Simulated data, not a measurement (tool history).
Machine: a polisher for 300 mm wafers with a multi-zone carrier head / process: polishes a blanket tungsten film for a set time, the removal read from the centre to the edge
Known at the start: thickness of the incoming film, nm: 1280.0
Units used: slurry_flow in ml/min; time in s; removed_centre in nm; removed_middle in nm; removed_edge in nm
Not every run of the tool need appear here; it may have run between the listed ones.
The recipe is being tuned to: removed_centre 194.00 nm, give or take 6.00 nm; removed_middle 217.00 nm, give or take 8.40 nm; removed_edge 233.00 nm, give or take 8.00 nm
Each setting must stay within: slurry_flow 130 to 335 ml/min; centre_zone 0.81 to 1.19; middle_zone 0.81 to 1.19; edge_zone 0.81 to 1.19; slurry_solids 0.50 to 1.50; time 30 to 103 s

run	hour	slurry_flow	centre_zone	middle_zone	edge_zone	slurry_solids	time	removed_centre	removed_middle	removed_edge
1	0.0	215	1.00	1.00	1.00	1.00	66	262.83	260.59	272.40
2	1.5	215	1.00	0.92	1.00	1.00	66	262.89	248.28	266.45
3	4.3	205	0.95	0.91	0.99	0.95	66	240.05	231.67	260.57
4	12.8	205	0.95	0.91	1.03	0.95	66	242.40	237.28	267.19
5	16.9	205	0.95	0.91	1.03	0.85	66	235.89	229.56	255.77
6	18.1	200	0.92	0.93	1.00	0.80	66	221.68	225.54	244.14
7	25.1	190	0.90	0.94	0.99	0.80	66	215.80	223.04	243.77
8	27.3	185	0.88	0.95	0.98	0.80	66	209.71	224.01	240.50
9	32.4	180	0.87	0.95	0.98	0.80	66	207.33	230.80	240.12
10	33.9	175	0.86	0.94	0.98	0.80	66	202.79	223.79	240.19

Which single option among these 5 for the next run brings every result within its allowed miss of target? Just one does.
A	35.4	175	0.93	1.08	0.88	0.95	60	?	?	?
B	35.4	175	0.89	0.90	1.07	0.65	66	?	?	?
C	35.4	180	0.85	0.95	0.99	0.95	60	?	?	?
D	35.4	160	0.87	1.02	0.92	0.75	68	?	?	?
E	35.4	170	0.95	0.90	0.94	0.50	73	?	?	?

move	removed_centre	removed_middle	removed_edge
A	211.37	239.80	219.59
B	195.67	199.26	234.08
C	193.99	216.32	233.29
D	203.12	235.48	232.31
E	207.80	198.25	219.11
A: moves away from the targets compared with the last run
B: corrects the largest miss of the last run, while another result sits out of spec
C: each result inside its tolerance
D: moves away from the targets compared with the last run
E: moves away from the targets compared with the last run
Move C is the one to make.
